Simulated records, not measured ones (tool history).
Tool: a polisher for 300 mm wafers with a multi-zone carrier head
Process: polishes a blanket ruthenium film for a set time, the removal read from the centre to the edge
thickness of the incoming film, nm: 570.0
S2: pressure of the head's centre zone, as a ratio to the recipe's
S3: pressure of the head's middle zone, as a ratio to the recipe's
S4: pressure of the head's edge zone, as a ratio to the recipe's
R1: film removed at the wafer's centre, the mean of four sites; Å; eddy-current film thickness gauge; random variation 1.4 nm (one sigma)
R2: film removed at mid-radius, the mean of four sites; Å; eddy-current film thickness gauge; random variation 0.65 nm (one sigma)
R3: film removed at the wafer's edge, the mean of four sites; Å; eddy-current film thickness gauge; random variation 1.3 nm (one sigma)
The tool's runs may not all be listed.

run 1 hour=0.0 | flow_of_slurry_(ml/min)=230 S2=1.00 S3=1.00 S4=1.00 polishing_time_(s)=68 | R1=655.37 R2=646.82 R3=649.59
run 2 hour=1.8 | flow_of_slurry_(ml/min)=230 S2=1.04 S3=1.00 S4=1.00 polishing_time_(s)=68 | R1=658.60 R2=650.32 R3=655.01
run 3 hour=4.2 | flow_of_slurry_(ml/min)=255 S2=1.09 S3=1.01 S4=0.95 polishing_time_(s)=75 | R1=775.56 R2=735.96 R3=706.37
run 4 hour=8.6 | flow_of_slurry_(ml/min)=255 S2=1.12 S3=1.01 S4=0.95 polishing_time_(s)=75 | R1=809.62 R2=730.95 R3=705.58
run 5 hour=13.9 | flow_of_slurry_(ml/min)=255 S2=1.12 S3=0.98 S4=0.95 polishing_time_(s)=75 | R1=804.36 R2=708.12 R3=693.94
run 6 hour=18.8 | flow_of_slurry_(ml/min)=270 S2=1.14 S3=1.02 S4=0.96 polishing_time_(s)=79 | R1=873.48 R2=784.80 R3=746.87
run 7 hour=19.6 | flow_of_slurry_(ml/min)=275 S2=1.15 S3=1.05 S4=0.98 polishing_time_(s)=82 | R1=877.13 R2=843.57 R3=776.48
run 8 hour=23.8 | flow_of_slurry_(ml/min)=275 S2=1.16 S3=1.05 S4=0.97 polishing_time_(s)=85 | R1=945.97 R2=865.33 R3=799.74
run 9 hour=28.6 | flow_of_slurry_(ml/min)=280 S2=1.16 S3=1.06 S4=0.97 polishing_time_(s)=87 | R1=992.46 R2=894.68 R3=831.11

Run 10 comes next. What will it give?
run 10 hour=36.9 | flow_of_slurry_(ml/min)=285 S2=1.16 S3=1.07 S4=0.97 polishing_time_(s)=88 | R1=? R2=? R3=?

R1: 997.25 Å
R2: 908.90 Å
R3: 848.85 Å

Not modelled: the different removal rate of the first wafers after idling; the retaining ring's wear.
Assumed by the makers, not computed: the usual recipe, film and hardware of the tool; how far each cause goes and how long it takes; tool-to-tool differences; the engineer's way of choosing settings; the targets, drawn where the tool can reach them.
